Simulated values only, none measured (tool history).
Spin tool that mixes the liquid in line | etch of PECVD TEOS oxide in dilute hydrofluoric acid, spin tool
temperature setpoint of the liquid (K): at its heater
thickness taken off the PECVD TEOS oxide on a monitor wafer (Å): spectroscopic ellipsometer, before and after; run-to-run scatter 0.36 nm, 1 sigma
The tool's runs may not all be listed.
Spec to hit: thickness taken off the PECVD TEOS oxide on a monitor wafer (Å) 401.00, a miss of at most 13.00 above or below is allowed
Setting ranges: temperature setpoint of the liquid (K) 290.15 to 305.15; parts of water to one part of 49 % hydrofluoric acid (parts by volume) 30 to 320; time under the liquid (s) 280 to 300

| run | day | temperature setpoint of the liquid (K) | parts of water to one part of 49 % hydrofluoric acid (parts by volume) | time under the liquid (s) | thickness taken off the PECVD TEOS oxide on a monitor wafer (Å) |
|---|---|---|---|---|---|
| 1 | 0.000 | 297.15 | 175 | 280 | 149.27 |
| 2 | 0.212 | 297.15 | 175 | 280 | 149.94 |
| 3 | 0.467 | 295.15 | 175 | 280 | 134.78 |
| 4 | 0.821 | 292.65 | 175 | 280 | 127.17 |
| 5 | 0.988 | 295.65 | 140 | 280 | 181.08 |
| 6 | 1.079 | 295.65 | 165 | 280 | 148.29 |
| 7 | 1.404 | 298.15 | 135 | 280 | 209.84 |
| 8 | 1.646 | 300.15 | 120 | 280 | 260.98 |
| 9 | 1.696 | 301.65 | 110 | 280 | 297.75 |
| 10 | 2.067 | 302.65 | 105 | 280 | 324.80 |
| 11 | 2.317 | 303.15 | 100 | 280 | 359.01 |
| 12 | 2.504 | 303.65 | 100 | 280 | 364.30 |

Which one of the following 4 next-run settings gets every result inside its allowed miss? There is exactly one.
| A | 2.692 | 301.15 | 105 | 280 | ? |
| B | 2.692 | 305.15 | 125 | 300 | ? |
| C | 2.692 | 303.65 | 95 | 295 | ? |
| D | 2.692 | 303.65 | 90 | 300 | ? |

| move | thickness taken off the PECVD TEOS oxide on a monitor wafer (Å) |
|---|---|
| A | 315.48 |
| B | 320.27 |
| C | 409.38 |
| D | 442.64 |
A: lands further from the targets than the last run did
B: lands further from the targets than the last run did
C: all results land within tolerance of their targets
D: the result that was furthest off in the last run now lies on the other side of its target
C meets every target.

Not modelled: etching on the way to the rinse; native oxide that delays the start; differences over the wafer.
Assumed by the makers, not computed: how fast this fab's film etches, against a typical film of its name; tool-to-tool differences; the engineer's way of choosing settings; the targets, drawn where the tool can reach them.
